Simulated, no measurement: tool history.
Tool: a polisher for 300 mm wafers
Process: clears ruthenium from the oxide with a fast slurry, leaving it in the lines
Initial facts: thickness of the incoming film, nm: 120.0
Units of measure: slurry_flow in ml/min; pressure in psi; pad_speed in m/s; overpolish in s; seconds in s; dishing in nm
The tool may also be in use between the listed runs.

Run 1, hour 0: slurry_flow 160 ml/min, pressure 3.4 psi, pad_speed 1.22 m/s, slurry_solids 1, overpolish 14 s. Result: seconds 24.975 s, dishing 17.676 nm.
Run 2, hour 2: slurry_flow 160 ml/min, pressure 3.2 psi, pad_speed 1.22 m/s, slurry_solids 1, overpolish 13 s. Result: seconds 26.375 s, dishing 17.016 nm.
Run 3, hour 10.6: slurry_flow 160 ml/min, pressure 3.2 psi, pad_speed 1.22 m/s, slurry_solids 1, overpolish 18 s. Result: seconds 26.406 s, dishing 17.241 nm.
Run 4, hour 18.8: slurry_flow 160 ml/min, pressure 3 psi, pad_speed 1.22 m/s, slurry_solids 1, overpolish 17 s. Result: seconds 27.446 s, dishing 18.496 nm.
Run 5, hour 21.8: slurry_flow 160 ml/min, pressure 3.2 psi, pad_speed 1.14 m/s, slurry_solids 0.95, overpolish 16 s. Result: seconds 28.637 s, dishing 17.264 nm.
Run 6, hour 25.1: slurry_flow 160 ml/min, pressure 3.2 psi, pad_speed 1.14 m/s, slurry_solids 0.95, overpolish 18 s. Result: seconds 29.193 s, dishing 17.367 nm.
Run 7, hour 33.5: slurry_flow 165 ml/min, pressure 3.3 psi, pad_speed 1.08 m/s, slurry_solids 0.9, overpolish 17 s. Result: seconds 30.453 s, dishing 17.158 nm.
Run 8, hour 35.3: slurry_flow 165 ml/min, pressure 3.4 psi, pad_speed 1.02 m/s, slurry_solids 0.85, overpolish 16 s. Result: seconds 33.605 s, dishing 17.514 nm.
Run 9, hour 43.9: slurry_flow 120 ml/min, pressure 2.4 psi, pad_speed 1.28 m/s, slurry_solids 1.1, overpolish 10 s. Result: seconds 31.477 s, dishing 15.809 nm.
Run 10, hour 50.8: slurry_flow 115 ml/min, pressure 2.3 psi, pad_speed 1.28 m/s, slurry_solids 1.1, overpolish 9 s. Result: seconds 32.509 s, dishing 14.911 nm.
Run 11, hour 58.4: slurry_flow 95 ml/min, pressure 1.5 psi, pad_speed 1.28 m/s, slurry_solids 1.1, overpolish 4 s. Result: seconds 44.033 s, dishing 7.9371 nm.
Run 12, hour 62.6: slurry_flow 95 ml/min, pressure 1.5 psi, pad_speed 1.26 m/s, slurry_solids 1.1, overpolish 5 s. Result: seconds 45.386 s, dishing 8.9223 nm.

Forecast run 13:
Run 13, hour 63.6: slurry_flow 110 ml/min, pressure 2.1 psi, pad_speed 1.22 m/s, slurry_solids 1.15, overpolish 11 s. Result: seconds ?, dishing ?.

{"run 13": {"seconds": 35.862, "dishing": 15.703}}
